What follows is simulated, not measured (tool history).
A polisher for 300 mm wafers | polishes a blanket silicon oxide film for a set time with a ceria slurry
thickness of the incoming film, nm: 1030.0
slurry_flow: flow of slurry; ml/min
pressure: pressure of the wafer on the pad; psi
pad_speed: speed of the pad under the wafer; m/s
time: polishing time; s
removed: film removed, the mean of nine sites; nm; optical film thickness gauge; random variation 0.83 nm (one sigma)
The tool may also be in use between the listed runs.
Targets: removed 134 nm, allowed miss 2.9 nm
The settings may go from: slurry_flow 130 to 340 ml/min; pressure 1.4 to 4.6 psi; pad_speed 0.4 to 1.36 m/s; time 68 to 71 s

Run 1, hour 0: slurry_flow 220 ml/min, pressure 3 psi, pad_speed 0.88 m/s, time 68 s. Result: removed 269.06 nm.
Run 2, hour 6.8: slurry_flow 215 ml/min, pressure 2.8 psi, pad_speed 0.86 m/s, time 68 s. Result: removed 244.92 nm.
Run 3, hour 11.1: slurry_flow 210 ml/min, pressure 2.6 psi, pad_speed 0.84 m/s, time 68 s. Result: removed 221.35 nm.
Run 4, hour 13.2: slurry_flow 205 ml/min, pressure 2.4 psi, pad_speed 0.84 m/s, time 68 s. Result: removed 203.6 nm.
Run 5, hour 21.5: slurry_flow 200 ml/min, pressure 2.3 psi, pad_speed 0.84 m/s, time 68 s. Result: removed 194.7 nm.
Run 6, hour 29.5: slurry_flow 170 ml/min, pressure 2.3 psi, pad_speed 0.84 m/s, time 68 s. Result: removed 193.3 nm.
Run 7, hour 35.8: slurry_flow 170 ml/min, pressure 2.2 psi, pad_speed 0.84 m/s, time 68 s. Result: removed 181.71 nm.
Run 8, hour 38.6: slurry_flow 155 ml/min, pressure 1.4 psi, pad_speed 0.84 m/s, time 68 s. Result: removed 118.87 nm.

4 next moves are on the table. One of them brings every result within its allowed miss. Which?
Run A, hour 41.4: slurry_flow 130 ml/min, pressure 1.4 psi, pad_speed 0.92 m/s, time 68 s. Result: removed ?.
Run B, hour 41.4: slurry_flow 220 ml/min, pressure 1.9 psi, pad_speed 0.72 m/s, time 68 s. Result: removed ?.
Run C, hour 41.4: slurry_flow 175 ml/min, pressure 1.9 psi, pad_speed 0.66 m/s, time 71 s. Result: removed ?.
Run D, hour 41.4: slurry_flow 130 ml/min, pressure 1.4 psi, pad_speed 0.8 m/s, time 68 s. Result: removed ?.

move  removed
   A   125.56
   B   140.77
   C   131.84
   D   109.66
A: nearer than the last run, and not there yet
B: takes the result that was furthest off past its target
C: meets every target
D: further off than the last run
Answer: C
